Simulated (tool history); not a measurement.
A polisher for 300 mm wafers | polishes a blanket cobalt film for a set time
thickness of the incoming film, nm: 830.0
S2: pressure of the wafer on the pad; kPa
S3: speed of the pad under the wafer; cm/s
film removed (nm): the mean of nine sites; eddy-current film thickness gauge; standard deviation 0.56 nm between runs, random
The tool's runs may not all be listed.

Run 1, hour 0.0: flow of slurry (ml/min) 170, S2 13.1 kPa, S3 118 cm/s, polishing time (s) 23. Result: film removed (nm) 143.840.
Run 2, hour 2.5: flow of slurry (ml/min) 165, S2 11.0 kPa, S3 114 cm/s, polishing time (s) 23. Result: film removed (nm) 122.660.
Run 3, hour 5.0: flow of slurry (ml/min) 160, S2 9.7 kPa, S3 106 cm/s, polishing time (s) 23. Result: film removed (nm) 101.330.
Run 4, hour 12.7: flow of slurry (ml/min) 120, S2 9.7 kPa, S3 106 cm/s, polishing time (s) 23. Result: film removed (nm) 95.489.
Run 5, hour 21.5: flow of slurry (ml/min) 120, S2 6.2 kPa, S3 106 cm/s, polishing time (s) 23. Result: film removed (nm) 67.022.
Run 6, hour 28.5: flow of slurry (ml/min) 130, S2 6.2 kPa, S3 106 cm/s, polishing time (s) 23. Result: film removed (nm) 68.044.
Run 7, hour 37.3: flow of slurry (ml/min) 135, S2 6.2 kPa, S3 106 cm/s, polishing time (s) 23. Result: film removed (nm) 69.281.

What does the tool deliver on the next run?
Run 8, hour 44.7: flow of slurry (ml/min) 140, S2 6.2 kPa, S3 106 cm/s, polishing time (s) 23. Result: film removed (nm) ?.

film removed (nm): 69.200
